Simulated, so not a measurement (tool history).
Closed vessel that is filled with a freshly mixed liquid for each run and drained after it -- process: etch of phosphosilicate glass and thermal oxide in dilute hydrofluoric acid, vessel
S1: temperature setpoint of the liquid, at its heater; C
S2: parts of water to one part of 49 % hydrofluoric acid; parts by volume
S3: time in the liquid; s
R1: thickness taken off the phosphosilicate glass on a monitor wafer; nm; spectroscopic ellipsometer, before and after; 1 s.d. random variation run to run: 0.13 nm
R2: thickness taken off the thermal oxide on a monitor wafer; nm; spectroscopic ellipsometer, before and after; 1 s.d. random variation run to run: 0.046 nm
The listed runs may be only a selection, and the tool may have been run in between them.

run 1 day=0 | S1=23 S2=260 S3=60 | R1=15.068 R2=1.0195
run 2 day=0.225 | S1=26 S2=260 S3=60 | R1=16.661 R2=1.1473
run 3 day=0.525 | S1=24 S2=260 S3=60 | R1=15.389 R2=1.0553
run 4 day=0.6 | S1=24 S2=355 S3=60 | R1=10.412 R2=0.65532
run 5 day=0.871 | S1=26.5 S2=355 S3=60 | R1=11.383 R2=0.71669
run 6 day=1.212 | S1=27.5 S2=335 S3=60 | R1=12.532 R2=0.80361

Run 7 has not been measured yet. What should we expect?
run 7 day=1.371 | S1=28 S2=320 S3=60 | R1=? R2=?

{"run 7": {"R1": 13.529, "R2": 0.84282}}
